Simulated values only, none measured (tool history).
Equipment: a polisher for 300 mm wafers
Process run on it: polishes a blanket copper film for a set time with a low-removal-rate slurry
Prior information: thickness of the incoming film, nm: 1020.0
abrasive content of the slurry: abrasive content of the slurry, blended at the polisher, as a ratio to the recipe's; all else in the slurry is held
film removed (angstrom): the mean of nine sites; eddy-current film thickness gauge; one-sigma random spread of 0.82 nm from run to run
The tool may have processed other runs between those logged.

run	hour	flow of slurry (ml/min)	pressure of the wafer on the pad (psi)	speed of the pad under the wafer (cm/s)	abrasive content of the slurry	polishing time (s)	film removed (angstrom)
1	0	160	3	138	1	21	1034.6
2	7.4	155	2.9	138	1	21	989.09
3	8.2	150	2.8	138	1	21	970.08
4	13.3	150	2.8	138	1	21	966.86
5	22.2	150	2.7	138	1	21	932.45
6	24.8	150	2.7	158	1	21	1048.8
7	31.6	150	2.6	158	1	21	1026.1

What will run 8 give?
8	38.8	150	2.5	158	1	21	?

Run 8 gave film removed (angstrom) 985.76.
